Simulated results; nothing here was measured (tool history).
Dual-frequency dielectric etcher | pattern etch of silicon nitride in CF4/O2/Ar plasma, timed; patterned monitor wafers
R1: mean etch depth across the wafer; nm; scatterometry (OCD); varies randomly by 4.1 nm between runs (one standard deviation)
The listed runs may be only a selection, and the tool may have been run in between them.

run 1 day=0 | source_power_(kW)=0.74 bias_power_(kW)=0.068 Ar_flow_(sccm)=118 CF4_flow_(sccm)=99 etch_time_(s)=331.5 | R1=856.43
run 2 day=0.067 | source_power_(kW)=0.74 bias_power_(kW)=0.068 Ar_flow_(sccm)=118 CF4_flow_(sccm)=99 etch_time_(s)=331.5 | R1=858.13
run 3 day=0.35 | source_power_(kW)=0.76 bias_power_(kW)=0.068 Ar_flow_(sccm)=118 CF4_flow_(sccm)=99 etch_time_(s)=331.5 | R1=881.04
run 4 day=0.438 | source_power_(kW)=0.76 bias_power_(kW)=0.068 Ar_flow_(sccm)=118 CF4_flow_(sccm)=81 etch_time_(s)=331.5 | R1=852.69
run 5 day=0.604 | source_power_(kW)=0.68 bias_power_(kW)=0.068 Ar_flow_(sccm)=118 CF4_flow_(sccm)=81 etch_time_(s)=331.5 | R1=787.4
run 6 day=0.746 | source_power_(kW)=0.71 bias_power_(kW)=0.068 Ar_flow_(sccm)=118 CF4_flow_(sccm)=81 etch_time_(s)=331.5 | R1=808.01

The next listed run, before its measurement:
run 7 day=1.012 | source_power_(kW)=0.74 bias_power_(kW)=0.068 Ar_flow_(sccm)=118 CF4_flow_(sccm)=81 etch_time_(s)=331.5 | R1=?

Run 7 measured R1 827.1 nm.
